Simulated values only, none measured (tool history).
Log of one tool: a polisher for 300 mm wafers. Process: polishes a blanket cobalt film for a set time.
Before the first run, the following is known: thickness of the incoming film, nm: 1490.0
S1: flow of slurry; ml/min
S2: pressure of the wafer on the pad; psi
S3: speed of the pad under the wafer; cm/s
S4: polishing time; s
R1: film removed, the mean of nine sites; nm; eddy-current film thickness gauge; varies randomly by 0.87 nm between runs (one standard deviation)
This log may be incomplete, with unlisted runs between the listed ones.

Run 1, hour 0: S1 275 ml/min, S2 1.3 psi, S3 90 cm/s, S4 49 s. Result: R1 108.7 nm.
Run 2, hour 4.9: S1 325 ml/min, S2 1.3 psi, S3 90 cm/s, S4 49 s. Result: R1 111.36 nm.
Run 3, hour 8.3: S1 330 ml/min, S2 1.3 psi, S3 90 cm/s, S4 49 s. Result: R1 111.86 nm.
Run 4, hour 10.1: S1 335 ml/min, S2 1.3 psi, S3 90 cm/s, S4 49 s. Result: R1 112.34 nm.
Run 5, hour 12.3: S1 335 ml/min, S2 1.3 psi, S3 90 cm/s, S4 49 s. Result: R1 111.79 nm.
Run 6, hour 13.4: S1 340 ml/min, S2 1.3 psi, S3 90 cm/s, S4 49 s. Result: R1 111.63 nm.
Run 7, hour 14.3: S1 350 ml/min, S2 1.5 psi, S3 90 cm/s, S4 49 s. Result: R1 126.79 nm.

For run 8, what comes out?
Run 8, hour 19: S1 355 ml/min, S2 1.6 psi, S3 90 cm/s, S4 49 s. Result: R1 ?.

R1: 133.97 nm
